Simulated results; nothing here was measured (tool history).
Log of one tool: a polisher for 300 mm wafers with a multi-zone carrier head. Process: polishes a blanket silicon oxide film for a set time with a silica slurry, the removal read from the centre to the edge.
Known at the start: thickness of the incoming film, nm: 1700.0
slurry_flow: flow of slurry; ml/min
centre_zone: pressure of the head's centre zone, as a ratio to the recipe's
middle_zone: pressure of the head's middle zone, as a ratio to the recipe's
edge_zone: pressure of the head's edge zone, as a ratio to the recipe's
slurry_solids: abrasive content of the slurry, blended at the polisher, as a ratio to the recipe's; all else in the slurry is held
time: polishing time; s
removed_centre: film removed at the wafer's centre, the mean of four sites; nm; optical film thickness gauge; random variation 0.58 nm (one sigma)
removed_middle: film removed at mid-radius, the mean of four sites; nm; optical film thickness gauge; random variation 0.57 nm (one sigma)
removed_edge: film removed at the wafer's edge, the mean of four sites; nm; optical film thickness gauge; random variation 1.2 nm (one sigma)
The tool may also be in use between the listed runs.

run,hour,slurry_flow,centre_zone,middle_zone,edge_zone,slurry_solids,time,removed_centre,removed_middle,removed_edge
1,0,250,1,1,1,1,59,131.8,131.82,131.94
2,6.1,240,0.99,0.96,0.98,0.9,58,121.68,116.63,124.27
3,8.7,240,0.99,0.96,0.98,1.05,58,127.88,125.6,133.28
4,17.2,240,0.99,1.04,0.98,1.05,58,128.91,134.46,129.17
5,21.6,240,0.99,1.07,0.98,1.05,58,129.45,140.28,132.99
6,24.6,240,0.99,1.07,0.98,1.05,52,116.47,124.04,122.11

The next listed run, before its measurement:
7,30.1,240,0.98,1.03,0.95,0.95,52,?,?,?

removed_centre: 109.22 nm
removed_middle: 113.91 nm
removed_edge: 112.17 nm

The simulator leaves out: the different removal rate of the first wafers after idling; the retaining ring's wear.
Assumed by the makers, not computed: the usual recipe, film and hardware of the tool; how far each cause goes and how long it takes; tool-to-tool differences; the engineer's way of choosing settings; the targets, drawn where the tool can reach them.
